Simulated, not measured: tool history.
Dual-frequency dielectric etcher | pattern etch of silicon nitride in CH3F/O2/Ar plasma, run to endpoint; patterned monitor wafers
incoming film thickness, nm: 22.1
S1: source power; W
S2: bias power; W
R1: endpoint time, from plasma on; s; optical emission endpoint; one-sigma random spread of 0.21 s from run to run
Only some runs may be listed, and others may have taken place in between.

| run | hour | S1 | S2 | R1 |
|---|---|---|---|---|
| 1 | 0.0 | 440 | 100 | 26.973 |
| 2 | 8.9 | 390 | 100 | 27.643 |
| 3 | 10.5 | 360 | 100 | 28.516 |
| 4 | 18.0 | 410 | 100 | 27.235 |
| 5 | 21.1 | 340 | 100 | 28.876 |
| 6 | 22.3 | 340 | 110 | 27.107 |
| 7 | 29.2 | 330 | 107 | 27.618 |
| 8 | 36.0 | 320 | 104 | 28.466 |
| 9 | 37.8 | 310 | 102 | 28.871 |
| 10 | 44.8 | 300 | 100 | 29.905 |

Run 11 has not been measured yet. What should we expect?
| 11 | 53.0 | 290 | 99 | ? |

{"run 11": {"R1": 30.015}}
